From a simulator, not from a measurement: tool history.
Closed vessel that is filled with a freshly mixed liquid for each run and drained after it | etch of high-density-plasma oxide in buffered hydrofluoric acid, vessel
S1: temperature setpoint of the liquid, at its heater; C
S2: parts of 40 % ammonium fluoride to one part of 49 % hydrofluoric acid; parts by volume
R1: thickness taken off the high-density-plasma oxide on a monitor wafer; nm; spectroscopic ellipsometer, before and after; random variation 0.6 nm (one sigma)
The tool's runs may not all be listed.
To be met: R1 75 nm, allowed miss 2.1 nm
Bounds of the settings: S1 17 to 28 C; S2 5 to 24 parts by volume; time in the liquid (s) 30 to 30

Run 1, hour 0: S1 20 C, S2 14.5 parts by volume, time in the liquid (s) 30. Result: R1 28.715 nm.
Run 2, hour 3.4: S1 17 C, S2 14.5 parts by volume, time in the liquid (s) 30. Result: R1 24.085 nm.
Run 3, hour 8.9: S1 18 C, S2 13.5 parts by volume, time in the liquid (s) 30. Result: R1 27.813 nm.
Run 4, hour 13.9: S1 20 C, S2 13.5 parts by volume, time in the liquid (s) 30. Result: R1 31.028 nm.
Run 5, hour 21.6: S1 21 C, S2 13 parts by volume, time in the liquid (s) 30. Result: R1 33.689 nm.
Run 6, hour 23.5: S1 17.5 C, S2 13 parts by volume, time in the liquid (s) 30. Result: R1 27.345 nm.
Run 7, hour 31.1: S1 18.5 C, S2 12.5 parts by volume, time in the liquid (s) 30. Result: R1 30.437 nm.
At hour 35.7: thermometer replaced.
Run 8, hour 35.7: S1 18.5 C, S2 12.5 parts by volume, time in the liquid (s) 30. Result: R1 34.545 nm.

4 next moves are on the table. One of them brings every result within its allowed miss. Which?
Run A, hour 40.3: S1 21 C, S2 5.5 parts by volume, time in the liquid (s) 30. Result: R1 ?.
Run B, hour 40.3: S1 20 C, S2 6 parts by volume, time in the liquid (s) 30. Result: R1 ?.
Run C, hour 40.3: S1 18 C, S2 7 parts by volume, time in the liquid (s) 30. Result: R1 ?.
Run D, hour 40.3: S1 19.5 C, S2 8 parts by volume, time in the liquid (s) 30. Result: R1 ?.

move      R1
   A  84.196
   B  73.971
   C  57.822
   D  54.467
A: takes the result that was furthest off past its target
B: meets every target
C: nearer than the last run, and not there yet
D: nearer than the last run, and not there yet
The right move is B.

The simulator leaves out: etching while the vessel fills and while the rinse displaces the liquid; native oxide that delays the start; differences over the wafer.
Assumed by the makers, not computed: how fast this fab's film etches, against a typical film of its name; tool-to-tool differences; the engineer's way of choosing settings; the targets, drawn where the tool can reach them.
